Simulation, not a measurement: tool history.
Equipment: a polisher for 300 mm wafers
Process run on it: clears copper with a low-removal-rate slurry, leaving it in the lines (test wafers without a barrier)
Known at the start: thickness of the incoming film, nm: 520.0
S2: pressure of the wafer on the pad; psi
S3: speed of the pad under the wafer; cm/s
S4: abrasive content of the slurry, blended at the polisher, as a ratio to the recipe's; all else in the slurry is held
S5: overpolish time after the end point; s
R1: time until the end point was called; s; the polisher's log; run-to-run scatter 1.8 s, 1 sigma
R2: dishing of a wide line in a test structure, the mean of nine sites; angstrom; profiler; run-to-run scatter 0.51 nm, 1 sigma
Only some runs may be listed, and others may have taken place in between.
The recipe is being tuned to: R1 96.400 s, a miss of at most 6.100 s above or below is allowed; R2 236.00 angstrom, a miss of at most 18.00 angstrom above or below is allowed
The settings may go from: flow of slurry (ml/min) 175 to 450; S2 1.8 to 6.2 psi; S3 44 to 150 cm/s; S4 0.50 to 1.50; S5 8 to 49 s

run 1 day=0.000 | flow_of_slurry_(ml/min)=290 S2=4.0 S3=96 S4=1.00 S5=25 | R1=133.090 R2=220.75
run 2 day=0.175 | flow_of_slurry_(ml/min)=290 S2=4.0 S3=96 S4=1.00 S5=16 | R1=129.220 R2=201.07
run 3 day=0.208 | flow_of_slurry_(ml/min)=290 S2=4.2 S3=96 S4=1.00 S5=18 | R1=121.760 R2=211.23
run 4 day=0.504 | flow_of_slurry_(ml/min)=290 S2=4.2 S3=96 S4=1.00 S5=13 | R1=119.780 R2=205.20
run 5 day=0.592 | flow_of_slurry_(ml/min)=290 S2=4.2 S3=96 S4=1.00 S5=19 | R1=124.330 R2=229.00
run 6 day=0.917 | flow_of_slurry_(ml/min)=290 S2=4.8 S3=96 S4=1.00 S5=19 | R1=111.350 R2=223.38
run 7 day=1.042 | flow_of_slurry_(ml/min)=290 S2=4.9 S3=96 S4=1.00 S5=19 | R1=111.420 R2=220.83
run 8 day=1.312 | flow_of_slurry_(ml/min)=290 S2=5.0 S3=96 S4=1.00 S5=20 | R1=107.860 R2=224.18
run 9 day=1.388 | flow_of_slurry_(ml/min)=290 S2=5.1 S3=96 S4=1.00 S5=21 | R1=104.500 R2=235.05

4 next moves are on the table. One of them brings every result within its allowed miss. Which?
run A day=1.462 | flow_of_slurry_(ml/min)=250 S2=5.1 S3=94 S4=0.95 S5=14 | R1=? R2=?
run B day=1.462 | flow_of_slurry_(ml/min)=340 S2=6.2 S3=84 S4=1.20 S5=30 | R1=? R2=?
run C day=1.462 | flow_of_slurry_(ml/min)=295 S2=5.1 S3=96 S4=1.00 S5=26 | R1=? R2=?
run D day=1.462 | flow_of_slurry_(ml/min)=225 S2=5.7 S3=84 S4=1.40 S5=29 | R1=? R2=?

move=A R1=111.300 R2=209.90
move=B R1=98.123 R2=238.30
move=C R1=106.020 R2=234.97
move=D R1=105.820 R2=236.95
A: its largest miss is bigger than the last run's
B: hits every target within its allowed miss
C: its largest miss is bigger than the last run's
D: its largest miss is bigger than the last run's
B is the move that brings every result within its allowed miss.
